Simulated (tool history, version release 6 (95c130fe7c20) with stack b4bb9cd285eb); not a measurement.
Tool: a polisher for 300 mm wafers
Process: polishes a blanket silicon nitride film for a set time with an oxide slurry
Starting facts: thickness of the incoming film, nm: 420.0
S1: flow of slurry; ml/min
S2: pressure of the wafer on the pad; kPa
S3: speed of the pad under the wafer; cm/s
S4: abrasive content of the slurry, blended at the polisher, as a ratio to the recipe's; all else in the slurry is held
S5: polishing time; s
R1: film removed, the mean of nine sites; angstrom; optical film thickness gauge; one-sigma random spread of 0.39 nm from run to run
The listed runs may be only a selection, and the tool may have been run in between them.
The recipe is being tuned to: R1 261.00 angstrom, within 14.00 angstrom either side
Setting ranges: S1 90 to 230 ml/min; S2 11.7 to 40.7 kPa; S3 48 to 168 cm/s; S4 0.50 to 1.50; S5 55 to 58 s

Run 1, day 0.000: S1 150 ml/min, S2 26.2 kPa, S3 108 cm/s, S4 1.00, S5 55 s. Result: R1 338.54 angstrom.
Run 2, day 0.208: S1 175 ml/min, S2 26.2 kPa, S3 108 cm/s, S4 1.00, S5 55 s. Result: R1 347.11 angstrom.
Run 3, day 0.317: S1 175 ml/min, S2 20.7 kPa, S3 108 cm/s, S4 1.00, S5 55 s. Result: R1 295.47 angstrom.
Run 4, day 0.612: S1 190 ml/min, S2 20.7 kPa, S3 108 cm/s, S4 1.00, S5 55 s. Result: R1 295.15 angstrom.
Run 5, day 0.988: S1 190 ml/min, S2 22.8 kPa, S3 108 cm/s, S4 1.00, S5 55 s. Result: R1 312.04 angstrom.
Run 6, day 1.300: S1 190 ml/min, S2 22.8 kPa, S3 94 cm/s, S4 1.00, S5 55 s. Result: R1 294.82 angstrom.
Run 7, day 1.508: S1 190 ml/min, S2 22.1 kPa, S3 94 cm/s, S4 1.00, S5 55 s. Result: R1 277.21 angstrom.
Run 8, day 1.746: S1 190 ml/min, S2 21.4 kPa, S3 94 cm/s, S4 1.00, S5 55 s. Result: R1 286.26 angstrom.

4 next moves are on the table. One of them brings every result within its allowed miss. Which?
Run A, day 1.983: S1 230 ml/min, S2 17.9 kPa, S3 116 cm/s, S4 0.75, S5 55 s. Result: R1 ?.
Run B, day 1.983: S1 210 ml/min, S2 24.1 kPa, S3 82 cm/s, S4 0.85, S5 56 s. Result: R1 ?.
Run C, day 1.983: S1 150 ml/min, S2 17.9 kPa, S3 112 cm/s, S4 1.10, S5 58 s. Result: R1 ?.
Run D, day 1.983: S1 175 ml/min, S2 20.7 kPa, S3 68 cm/s, S4 1.10, S5 55 s. Result: R1 ?.

move      R1
   A  234.97
   B  255.25
   C  296.08
   D  232.11
A: pushes the last run's worst result past its target
B: in spec on every target
C: misses by more than the last run did
D: pushes the last run's worst result past its target
B meets every target.
